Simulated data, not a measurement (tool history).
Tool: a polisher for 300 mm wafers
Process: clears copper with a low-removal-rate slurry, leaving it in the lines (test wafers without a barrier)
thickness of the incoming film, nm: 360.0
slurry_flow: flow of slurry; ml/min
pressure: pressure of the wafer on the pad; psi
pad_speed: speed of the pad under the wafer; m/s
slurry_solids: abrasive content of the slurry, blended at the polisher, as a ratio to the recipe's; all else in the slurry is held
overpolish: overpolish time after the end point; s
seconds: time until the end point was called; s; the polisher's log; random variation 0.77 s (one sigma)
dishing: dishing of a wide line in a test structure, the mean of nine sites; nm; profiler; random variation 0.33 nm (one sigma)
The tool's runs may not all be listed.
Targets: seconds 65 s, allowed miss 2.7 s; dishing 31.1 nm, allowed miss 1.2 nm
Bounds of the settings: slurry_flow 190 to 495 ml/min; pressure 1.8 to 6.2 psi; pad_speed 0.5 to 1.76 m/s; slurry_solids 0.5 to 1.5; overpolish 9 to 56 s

run  hour  slurry_flow  pressure  pad_speed  slurry_solids  overpolish  seconds  dishing
  1     0          320         4       1.12              1          29   96.475   50.126
  2   0.7          350       3.7       1.24            1.1          26   87.931   48.507
  3   8.5          375       3.4       1.32           1.15          23   88.497   45.777
  4  12.9          395       3.2        1.4            1.2          21   85.723   44.868
  5  18.7          395       2.7        1.4            1.2          21   97.034   40.704
  6  20.5          410       2.6       1.46           1.25          19   95.104   38.881
  7  28.2          425       2.6       1.52            1.3          17   89.496   37.247
  8  35.2          435       2.6       1.56           1.35          16   87.729   36.923
  9  41.8          445       2.6        1.6            1.4          15   83.027   36.464
 10  49.3          495       2.6       1.76            1.5           9   73.358    27.47
 11  54.8          490       2.7       1.76            1.5           9    73.06   28.442
 12  60.6          490       2.7       1.76            1.5           9   73.143   28.717
 13  68.2          495       3.3       1.76            1.5          11   60.557   36.423
 14  72.5          495       3.2       1.76            1.5          11   64.538   36.325
 15  73.2          495       3.2       1.76            1.5          11   64.452   35.986
 16  78.1          495       3.1       1.76            1.5          10    65.16   33.732
     85.2  -- worn pad replaced by a new one
 17  85.2          495         3       1.76            1.5           9   58.772   33.359
 18  86.9          495       2.9       1.74            1.5           9   61.519   31.889

Which of these 5 next moves meets every target?
  A  88.6          495         3       1.74            1.5          10        ?        ?
  B  88.6          490         3       1.76            1.5           9        ?        ?
  C  88.6          490         3       1.76            1.5          10        ?        ?
  D  88.6          495       3.2       1.58            1.3           9        ?        ?
  E  88.6          495       3.4       1.58            1.5           9        ?        ?

move  seconds  dishing
   A   59.858   34.689
   B   59.225   32.559
   C   59.225   34.931
   D    65.24   30.519
   E   59.572   32.602
A: further off than the last run
B: further off than the last run
C: further off than the last run
D: meets every target
E: further off than the last run
Answer: D
